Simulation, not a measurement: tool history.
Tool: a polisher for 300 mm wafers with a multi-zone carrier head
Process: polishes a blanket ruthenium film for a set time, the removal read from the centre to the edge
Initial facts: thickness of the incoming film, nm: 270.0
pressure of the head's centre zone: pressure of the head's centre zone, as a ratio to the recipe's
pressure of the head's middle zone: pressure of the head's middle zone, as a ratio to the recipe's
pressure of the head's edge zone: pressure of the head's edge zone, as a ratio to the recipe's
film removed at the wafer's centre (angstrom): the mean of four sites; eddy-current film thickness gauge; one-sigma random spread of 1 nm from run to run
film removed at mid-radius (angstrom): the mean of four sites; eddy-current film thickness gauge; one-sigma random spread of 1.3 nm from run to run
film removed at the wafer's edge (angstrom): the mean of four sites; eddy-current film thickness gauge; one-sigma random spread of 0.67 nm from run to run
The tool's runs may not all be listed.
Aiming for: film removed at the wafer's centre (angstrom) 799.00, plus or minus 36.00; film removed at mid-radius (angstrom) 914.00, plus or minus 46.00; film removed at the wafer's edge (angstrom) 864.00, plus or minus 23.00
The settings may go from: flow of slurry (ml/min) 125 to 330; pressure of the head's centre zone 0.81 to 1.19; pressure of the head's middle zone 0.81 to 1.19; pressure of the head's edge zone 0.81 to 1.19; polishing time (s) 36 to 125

run	hour	flow of slurry (ml/min)	pressure of the head's centre zone	pressure of the head's middle zone	pressure of the head's edge zone	polishing time (s)	film removed at the wafer's centre (angstrom)	film removed at mid-radius (angstrom)	film removed at the wafer's edge (angstrom)
1	0.0	210	1.00	1.00	1.00	80	691.33	661.43	680.64
2	2.8	220	0.99	1.05	1.04	84	712.17	720.58	740.46
3	11.2	195	0.99	1.05	1.04	84	710.76	733.00	733.40
4	17.6	195	0.99	1.05	1.04	102	864.76	879.63	879.38
5	25.1	195	0.99	1.05	1.04	91	764.00	794.24	780.60
6	31.2	200	0.99	1.08	1.06	92	771.21	809.13	801.45
7	38.8	200	0.99	1.11	1.07	94	784.22	829.09	825.98
8	46.4	195	0.98	1.13	1.07	96	805.16	873.25	838.13

5 next moves are on the table. One of them brings every result within its allowed miss. Which?
A	54.0	310	1.08	1.03	1.14	91	?	?	?
B	54.0	160	0.92	1.19	0.95	113	?	?	?
C	54.0	155	0.96	1.18	1.10	101	?	?	?
D	54.0	260	1.00	0.95	1.19	97	?	?	?
E	54.0	225	0.93	1.12	1.12	100	?	?	?

move	film removed at the wafer's centre (angstrom)	film removed at mid-radius (angstrom)	film removed at the wafer's edge (angstrom)
A	906.40	837.65	867.17
B	860.77	1052.10	914.48
C	796.90	927.75	873.85
D	875.12	827.19	932.49
E	822.17	943.40	916.84
A: the worst result of the last run now meets its target, but another is out of spec
B: takes the biggest miss from the last run beyond its target
C: each result inside its tolerance
D: takes the biggest miss from the last run beyond its target
E: takes the biggest miss from the last run beyond its target
Correct choice: C, which meets every target
